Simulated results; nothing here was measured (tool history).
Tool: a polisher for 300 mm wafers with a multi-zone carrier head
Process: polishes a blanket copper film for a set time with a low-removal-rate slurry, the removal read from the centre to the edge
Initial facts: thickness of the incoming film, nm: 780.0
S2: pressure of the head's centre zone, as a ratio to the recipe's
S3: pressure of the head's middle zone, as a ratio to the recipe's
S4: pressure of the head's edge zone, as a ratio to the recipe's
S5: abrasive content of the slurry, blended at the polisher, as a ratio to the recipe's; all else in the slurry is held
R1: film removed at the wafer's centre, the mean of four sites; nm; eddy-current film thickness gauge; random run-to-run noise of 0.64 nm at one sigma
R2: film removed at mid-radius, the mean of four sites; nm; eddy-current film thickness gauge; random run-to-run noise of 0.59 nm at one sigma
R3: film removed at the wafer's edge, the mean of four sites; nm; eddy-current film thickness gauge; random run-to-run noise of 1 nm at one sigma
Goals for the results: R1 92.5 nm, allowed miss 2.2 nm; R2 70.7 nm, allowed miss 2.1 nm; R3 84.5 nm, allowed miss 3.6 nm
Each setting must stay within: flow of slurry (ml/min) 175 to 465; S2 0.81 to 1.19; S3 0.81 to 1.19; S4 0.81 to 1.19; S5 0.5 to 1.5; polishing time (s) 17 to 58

{"run": 1, "hour": 0.0, "flow of slurry (ml/min)": 295, "S2": 1, "S3": 1, "S4": 1, "S5": 1, "polishing time (s)": 37, "R1": 146.18, "R2": 144.95, "R3": 145.69}
{"run": 2, "hour": 3.5, "flow of slurry (ml/min)": 295, "S2": 0.92, "S3": 1, "S4": 1, "S5": 1, "polishing time (s)": 37, "R1": 135.36, "R2": 146.37, "R3": 145.37}
{"run": 3, "hour": 6.1, "flow of slurry (ml/min)": 295, "S2": 0.85, "S3": 1, "S4": 1, "S5": 1, "polishing time (s)": 37, "R1": 123.79, "R2": 146.5, "R3": 146.85}
{"run": 4, "hour": 9.6, "flow of slurry (ml/min)": 295, "S2": 0.81, "S3": 1, "S4": 1, "S5": 1, "polishing time (s)": 37, "R1": 118.38, "R2": 146.47, "R3": 147.65}
{"run": 5, "hour": 16.6, "flow of slurry (ml/min)": 295, "S2": 0.81, "S3": 1, "S4": 1, "S5": 1.1, "polishing time (s)": 37, "R1": 122.66, "R2": 151.58, "R3": 149.72}
{"run": 6, "hour": 19.6, "flow of slurry (ml/min)": 295, "S2": 0.81, "S3": 1.07, "S4": 1, "S5": 1.1, "polishing time (s)": 37, "R1": 120.88, "R2": 156.23, "R3": 151.19}
{"run": 7, "hour": 25.2, "flow of slurry (ml/min)": 290, "S2": 0.84, "S3": 1.04, "S4": 1.01, "S5": 1.05, "polishing time (s)": 35, "R1": 117.48, "R2": 146.03, "R3": 141.24}
{"run": 8, "hour": 30.2, "flow of slurry (ml/min)": 290, "S2": 0.87, "S3": 1.01, "S4": 1.03, "S5": 1, "polishing time (s)": 33, "R1": 113.81, "R2": 133.33, "R3": 131.05}
{"run": 9, "hour": 33.3, "flow of slurry (ml/min)": 290, "S2": 0.87, "S3": 1.01, "S4": 1.03, "S5": 1, "polishing time (s)": 33, "R1": 114.07, "R2": 131.89, "R3": 129.59}
{"run": 10, "hour": 36.2, "flow of slurry (ml/min)": 280, "S2": 0.89, "S3": 0.99, "S4": 1.05, "S5": 0.95, "polishing time (s)": 32, "R1": 109.93, "R2": 122.83, "R3": 125.09}
{"run": 11, "hour": 43.8, "flow of slurry (ml/min)": 260, "S2": 0.99, "S3": 0.89, "S4": 0.97, "S5": 0.7, "polishing time (s)": 22, "R1": 75.847, "R2": 69.781, "R3": 75.81}
{"run": 12, "hour": 46.7, "flow of slurry (ml/min)": 345, "S2": 1.09, "S3": 0.87, "S4": 1.07, "S5": 0.7, "polishing time (s)": 22, "R1": 86.499, "R2": 72.277, "R3": 78.16}
{"run": 13, "hour": 52.8, "flow of slurry (ml/min)": 340, "S2": 1.09, "S3": 0.86, "S4": 1.08, "S5": 0.7, "polishing time (s)": 22, "R1": 87.335, "R2": 70.931, "R3": 80.216}
{"run": 14, "hour": 60.2, "flow of slurry (ml/min)": 340, "S2": 1.09, "S3": 0.86, "S4": 1.09, "S5": 0.7, "polishing time (s)": 22, "R1": 86.095, "R2": 70.897, "R3": 80.758}
{"run": 15, "hour": 68.3, "flow of slurry (ml/min)": 345, "S2": 1.1, "S3": 0.86, "S4": 1.1, "S5": 0.7, "polishing time (s)": 22, "R1": 87.109, "R2": 70.73, "R3": 80.37}
{"run": 16, "hour": 71.6, "flow of slurry (ml/min)": 345, "S2": 1.1, "S3": 0.86, "S4": 1.1, "S5": 0.7, "polishing time (s)": 22, "R1": 87.301, "R2": 70.516, "R3": 80.492}
{"run": 17, "hour": 78.5, "flow of slurry (ml/min)": 345, "S2": 1.1, "S3": 0.86, "S4": 1.11, "S5": 0.7, "polishing time (s)": 22, "R1": 87.301, "R2": 70.473, "R3": 80.897}
{"run": 18, "hour": 81.7, "flow of slurry (ml/min)": 345, "S2": 1.1, "S3": 0.86, "S4": 1.12, "S5": 0.7, "polishing time (s)": 22, "R1": 87.76, "R2": 69.758, "R3": 83.218}

Which of these 4 next moves meets every target?
{"run": "A", "hour": 84.9, "flow of slurry (ml/min)": 335, "S2": 1.18, "S3": 0.82, "S4": 1.13, "S5": 0.55, "polishing time (s)": 25, "R1": "?", "R2": "?", "R3": "?"}
{"run": "B", "hour": 84.9, "flow of slurry (ml/min)": 380, "S2": 1.06, "S3": 0.84, "S4": 1.14, "S5": 0.75, "polishing time (s)": 22, "R1": "?", "R2": "?", "R3": "?"}
{"run": "C", "hour": 84.9, "flow of slurry (ml/min)": 270, "S2": 1.13, "S3": 0.93, "S4": 1.19, "S5": 0.75, "polishing time (s)": 21, "R1": "?", "R2": "?", "R3": "?"}
{"run": "D", "hour": 84.9, "flow of slurry (ml/min)": 260, "S2": 1.12, "S3": 0.81, "S4": 1.06, "S5": 0.6, "polishing time (s)": 25, "R1": "?", "R2": "?", "R3": "?"}

move=A R1=97.665 R2=70.887 R3=85.787
move=B R1=87.286 R2=71.756 R3=85.341
move=C R1=85.647 R2=71.247 R3=80.54
move=D R1=92.929 R2=70.706 R3=84.948
A: the result that was furthest off in the last run now lies on the other side of its target
B: lands further from the targets than the last run did
C: lands further from the targets than the last run did
D: all results land within tolerance of their targets
Answer: D
